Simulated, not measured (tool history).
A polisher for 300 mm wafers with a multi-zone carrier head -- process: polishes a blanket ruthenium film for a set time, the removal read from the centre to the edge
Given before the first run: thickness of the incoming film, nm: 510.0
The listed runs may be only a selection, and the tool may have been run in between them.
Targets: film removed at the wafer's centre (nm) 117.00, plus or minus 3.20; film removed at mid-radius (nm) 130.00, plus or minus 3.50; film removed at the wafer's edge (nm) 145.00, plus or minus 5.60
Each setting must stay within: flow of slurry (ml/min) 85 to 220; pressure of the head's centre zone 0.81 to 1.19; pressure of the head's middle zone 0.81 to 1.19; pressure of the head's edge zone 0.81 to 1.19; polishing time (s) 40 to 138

run	hour	flow of slurry (ml/min)	pressure of the head's centre zone	pressure of the head's middle zone	pressure of the head's edge zone	polishing time (s)	film removed at the wafer's centre (nm)	film removed at mid-radius (nm)	film removed at the wafer's edge (nm)
1	0.0	140	1.00	1.00	1.00	88	114.12	119.16	114.69
2	5.2	140	1.00	1.00	1.00	110	139.66	148.42	140.56
3	9.3	135	0.99	0.99	1.02	110	138.06	145.59	141.95
4	16.1	160	0.99	0.99	1.02	110	143.38	150.85	143.29
5	23.9	150	0.98	0.98	1.03	110	140.97	147.74	146.71
6	29.6	150	0.98	0.98	1.03	93	118.72	126.01	121.16
7	34.4	145	0.97	0.97	1.05	95	118.60	127.36	125.60
8	38.9	140	0.96	0.96	1.07	96	118.36	125.47	127.34
9	42.9	140	0.95	0.96	1.08	97	118.02	127.70	130.35
10	47.5	140	0.94	0.96	1.09	98	118.54	127.98	132.60
11	51.7	140	0.93	0.96	1.10	98	118.21	129.45	131.06
12	54.0	135	0.92	0.95	1.11	99	116.54	127.61	134.24
13	58.6	135	0.92	0.95	1.12	100	116.72	127.68	135.11

4 candidate next runs follow, results not yet known. Just one meets every target within its allowed miss. Identify it.
A	63.2	145	0.93	0.96	1.14	94	?	?	?
B	63.2	95	0.93	0.95	1.18	112	?	?	?
C	63.2	155	0.96	0.99	1.03	94	?	?	?
D	63.2	125	0.96	0.96	1.14	97	?	?	?

move	film removed at the wafer's centre (nm)	film removed at mid-radius (nm)	film removed at the wafer's edge (nm)
A	113.61	123.08	129.69
B	118.37	129.42	145.14
C	119.16	127.66	124.42
D	116.38	122.66	130.59
A: lands further from the targets than the last run did
B: every result lands within tolerance
C: lands further from the targets than the last run did
D: lands further from the targets than the last run did
The right move is B.
